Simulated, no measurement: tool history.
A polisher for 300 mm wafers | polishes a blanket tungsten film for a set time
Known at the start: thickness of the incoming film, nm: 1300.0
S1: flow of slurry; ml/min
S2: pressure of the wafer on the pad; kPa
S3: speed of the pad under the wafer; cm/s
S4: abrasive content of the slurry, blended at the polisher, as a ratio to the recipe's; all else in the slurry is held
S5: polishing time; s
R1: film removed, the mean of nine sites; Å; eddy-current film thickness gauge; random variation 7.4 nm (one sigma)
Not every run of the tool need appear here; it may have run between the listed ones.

run 1 day=0.000 | S1=160 S2=33.8 S3=112 S4=1.0 S5=88 | R1=6861.2
run 2 day=0.175 | S1=170 S2=37.2 S3=112 S4=1.0 S5=88 | R1=7419.5
run 3 day=0.225 | S1=170 S2=40.7 S3=112 S4=1.0 S5=88 | R1=7999.9
run 4 day=0.358 | S1=170 S2=40.7 S3=112 S4=1.1 S5=88 | R1=8117.8
run 5 day=0.417 | S1=170 S2=43.4 S3=112 S4=1.1 S5=88 | R1=8596.8
run 6 day=0.575 | S1=185 S2=43.4 S3=112 S4=1.1 S5=88 | R1=8774.1
run 7 day=0.671 | S1=190 S2=44.8 S3=112 S4=1.1 S5=88 | R1=8990.4

Run 8 has not been measured yet. What should we expect?
run 8 day=0.883 | S1=190 S2=46.2 S3=112 S4=1.1 S5=88 | R1=?

{"run 8": {"R1": 9264.6}}
